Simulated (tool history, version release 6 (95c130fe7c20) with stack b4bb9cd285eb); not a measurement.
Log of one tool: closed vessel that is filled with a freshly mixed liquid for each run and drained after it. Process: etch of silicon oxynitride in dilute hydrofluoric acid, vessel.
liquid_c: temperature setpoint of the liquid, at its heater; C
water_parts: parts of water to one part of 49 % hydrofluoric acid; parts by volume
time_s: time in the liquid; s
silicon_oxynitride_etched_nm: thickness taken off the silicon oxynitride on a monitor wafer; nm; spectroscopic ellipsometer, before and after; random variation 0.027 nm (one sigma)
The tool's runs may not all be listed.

run 1 day=0 | liquid_c=24 water_parts=165 time_s=705 | silicon_oxynitride_etched_nm=5.4716
run 2 day=0.388 | liquid_c=24 water_parts=120 time_s=705 | silicon_oxynitride_etched_nm=7.684
run 3 day=0.6 | liquid_c=24 water_parts=90 time_s=705 | silicon_oxynitride_etched_nm=10.596
run 4 day=0.925 | liquid_c=22.5 water_parts=105 time_s=705 | silicon_oxynitride_etched_nm=8.3312
run 5 day=1.238 | liquid_c=21.5 water_parts=115 time_s=705 | silicon_oxynitride_etched_nm=7.1669
run 6 day=1.629 | liquid_c=19.5 water_parts=115 time_s=705 | silicon_oxynitride_etched_nm=6.5789
run 7 day=1.992 | liquid_c=19 water_parts=125 time_s=705 | silicon_oxynitride_etched_nm=5.8961
run 8 day=2.188 | liquid_c=19 water_parts=125 time_s=705 | silicon_oxynitride_etched_nm=5.8482
run 9 day=2.362 | liquid_c=18.5 water_parts=130 time_s=705 | silicon_oxynitride_etched_nm=5.4085

Forecast run 10:
-- day=2.592 thermometer replaced
run 10 day=2.592 | liquid_c=18 water_parts=135 time_s=705 | silicon_oxynitride_etched_nm=?

{"run 10": {"silicon_oxynitride_etched_nm": 5.4493}}
